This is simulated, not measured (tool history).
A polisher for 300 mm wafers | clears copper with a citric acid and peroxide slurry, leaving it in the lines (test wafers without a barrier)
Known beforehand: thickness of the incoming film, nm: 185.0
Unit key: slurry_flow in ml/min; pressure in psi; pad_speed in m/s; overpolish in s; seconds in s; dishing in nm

Run 1, hour 0: slurry_flow 200 ml/min, pressure 2.4 psi, pad_speed 1.06 m/s, slurry_solids 1, overpolish 8 s. Result: seconds 104.17 s, dishing 10.625 nm.
Run 2, hour 6.4: slurry_flow 200 ml/min, pressure 2.7 psi, pad_speed 1.06 m/s, slurry_solids 1, overpolish 8 s. Result: seconds 91.94 s, dishing 11.82 nm.
Run 3, hour 11.4: slurry_flow 200 ml/min, pressure 2.5 psi, pad_speed 0.96 m/s, slurry_solids 1, overpolish 7 s. Result: seconds 106.13 s, dishing 9.1046 nm.
Run 4, hour 19.8: slurry_flow 200 ml/min, pressure 2.3 psi, pad_speed 0.86 m/s, slurry_solids 1, overpolish 6 s. Result: seconds 124.59 s, dishing 6.1792 nm.
Run 5, hour 24.1: slurry_flow 200 ml/min, pressure 2.3 psi, pad_speed 0.86 m/s, slurry_solids 1, overpolish 3 s. Result: seconds 129.87 s, dishing 3.3449 nm.
Run 6, hour 25.4: slurry_flow 200 ml/min, pressure 2.1 psi, pad_speed 0.82 m/s, slurry_solids 1, overpolish 3 s. Result: seconds 148.6 s, dishing 2.9159 nm.
Run 7, hour 26.7: slurry_flow 200 ml/min, pressure 2.1 psi, pad_speed 0.82 m/s, slurry_solids 1, overpolish 3 s. Result: seconds 147.43 s, dishing 2.9127 nm.
Run 8, hour 35: slurry_flow 200 ml/min, pressure 1.9 psi, pad_speed 0.8 m/s, slurry_solids 1, overpolish 3 s. Result: seconds 167.03 s, dishing 2.6815 nm.
Run 9, hour 35.6: slurry_flow 200 ml/min, pressure 1.8 psi, pad_speed 0.8 m/s, slurry_solids 1, overpolish 3 s. Result: seconds 172.12 s, dishing 2.4709 nm.
Run 10, hour 40.6: slurry_flow 200 ml/min, pressure 1.7 psi, pad_speed 0.8 m/s, slurry_solids 1, overpolish 3 s. Result: seconds 190.74 s, dishing 2.3797 nm.

Forecast run 11:
Run 11, hour 41.9: slurry_flow 200 ml/min, pressure 1.6 psi, pad_speed 0.8 m/s, slurry_solids 1, overpolish 3 s. Result: seconds ?, dishing ?.

{"run 11": {"seconds": 197.87, "dishing": 2.3079}}
